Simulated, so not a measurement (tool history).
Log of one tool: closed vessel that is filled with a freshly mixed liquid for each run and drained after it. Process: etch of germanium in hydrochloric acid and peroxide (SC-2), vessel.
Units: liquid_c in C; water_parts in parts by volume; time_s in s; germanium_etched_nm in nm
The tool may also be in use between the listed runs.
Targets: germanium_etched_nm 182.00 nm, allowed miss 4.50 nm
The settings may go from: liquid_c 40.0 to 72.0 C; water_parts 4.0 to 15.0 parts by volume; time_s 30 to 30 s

| run | hour | liquid_c | water_parts | time_s | germanium_etched_nm |
|---|---|---|---|---|---|
| 1 | 0.0 | 56.0 | 8.5 | 30 | 148.14 |
| 2 | 6.9 | 56.0 | 8.5 | 30 | 147.95 |
| 3 | 13.1 | 57.0 | 8.5 | 30 | 151.75 |
| 4 | 17.7 | 57.0 | 6.0 | 30 | 155.39 |
| 5 | 23.0 | 57.0 | 6.0 | 30 | 155.26 |
| 6 | 24.0 | 58.0 | 6.0 | 30 | 160.02 |
| 7 | 29.5 | 58.5 | 6.0 | 30 | 163.74 |
| 8 | 35.9 | 59.0 | 6.0 | 30 | 165.86 |
| 9 | 44.0 | 59.5 | 6.0 | 30 | 168.51 |
| 10 | 45.7 | 60.0 | 6.0 | 30 | 169.12 |

Which of these 5 next moves meets every target?
| A | 47.4 | 63.5 | 10.0 | 30 | ? |
| B | 47.4 | 61.5 | 7.5 | 30 | ? |
| C | 47.4 | 58.5 | 6.0 | 30 | ? |
| D | 47.4 | 60.5 | 6.5 | 30 | ? |
| E | 47.4 | 63.5 | 4.5 | 30 | ? |

| move | germanium_etched_nm |
|---|---|
| A | 180.64 |
| B | 175.06 |
| C | 162.23 |
| D | 171.56 |
| E | 190.40 |
A: meets every target
B: nearer than the last run, and not there yet
C: further off than the last run
D: nearer than the last run, and not there yet
E: takes the result that was furthest off past its target
Answer: A
